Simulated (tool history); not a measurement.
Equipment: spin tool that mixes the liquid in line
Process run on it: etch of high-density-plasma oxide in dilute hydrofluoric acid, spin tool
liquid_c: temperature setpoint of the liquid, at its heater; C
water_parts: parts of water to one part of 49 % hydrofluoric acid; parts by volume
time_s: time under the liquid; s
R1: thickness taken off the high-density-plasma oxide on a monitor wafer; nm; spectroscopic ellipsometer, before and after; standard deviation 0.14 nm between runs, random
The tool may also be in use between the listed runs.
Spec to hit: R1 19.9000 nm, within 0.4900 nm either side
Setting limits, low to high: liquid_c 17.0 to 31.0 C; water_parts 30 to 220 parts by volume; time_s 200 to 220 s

Run 1, hour 0.0: liquid_c 23.0 C, water_parts 125 parts by volume, time_s 200 s. Result: R1 9.0446 nm.
Run 2, hour 6.8: liquid_c 25.0 C, water_parts 110 parts by volume, time_s 200 s. Result: R1 11.2200 nm.
Run 3, hour 10.3: liquid_c 25.0 C, water_parts 110 parts by volume, time_s 200 s. Result: R1 11.2720 nm.
Run 4, hour 13.0: liquid_c 25.0 C, water_parts 125 parts by volume, time_s 200 s. Result: R1 9.6689 nm.
At hour 21.1: thermometer replaced.
Run 5, hour 21.1: liquid_c 25.0 C, water_parts 125 parts by volume, time_s 220 s. Result: R1 10.2800 nm.
Run 6, hour 30.1: liquid_c 26.5 C, water_parts 110 parts by volume, time_s 220 s. Result: R1 12.5410 nm.
Run 7, hour 34.2: liquid_c 27.5 C, water_parts 100 parts by volume, time_s 220 s. Result: R1 14.5500 nm.
Run 8, hour 39.7: liquid_c 28.5 C, water_parts 95 parts by volume, time_s 220 s. Result: R1 15.9020 nm.
Run 9, hour 48.2: liquid_c 29.0 C, water_parts 90 parts by volume, time_s 220 s. Result: R1 17.0780 nm.
Run 10, hour 49.7: liquid_c 29.5 C, water_parts 85 parts by volume, time_s 220 s. Result: R1 18.6420 nm.
Run 11, hour 54.1: liquid_c 30.0 C, water_parts 85 parts by volume, time_s 220 s. Result: R1 19.0840 nm.

Which single option among these 5 for the next run brings every result within its allowed miss of target? Just one does.
Run A, hour 58.5: liquid_c 31.0 C, water_parts 95 parts by volume, time_s 220 s. Result: R1 ?.
Run B, hour 58.5: liquid_c 29.0 C, water_parts 85 parts by volume, time_s 220 s. Result: R1 ?.
Run C, hour 58.5: liquid_c 31.0 C, water_parts 85 parts by volume, time_s 220 s. Result: R1 ?.
Run D, hour 58.5: liquid_c 30.5 C, water_parts 90 parts by volume, time_s 215 s. Result: R1 ?.
Run E, hour 58.5: liquid_c 30.5 C, water_parts 75 parts by volume, time_s 205 s. Result: R1 ?.

move       R1
   A  17.3720
   B  18.2620
   C  19.7040
   D  17.7160
   E  20.7240
A: misses by more than the last run did
B: misses by more than the last run did
C: hits every target within its allowed miss
D: misses by more than the last run did
E: takes the result that was furthest off past its target
C meets every target.

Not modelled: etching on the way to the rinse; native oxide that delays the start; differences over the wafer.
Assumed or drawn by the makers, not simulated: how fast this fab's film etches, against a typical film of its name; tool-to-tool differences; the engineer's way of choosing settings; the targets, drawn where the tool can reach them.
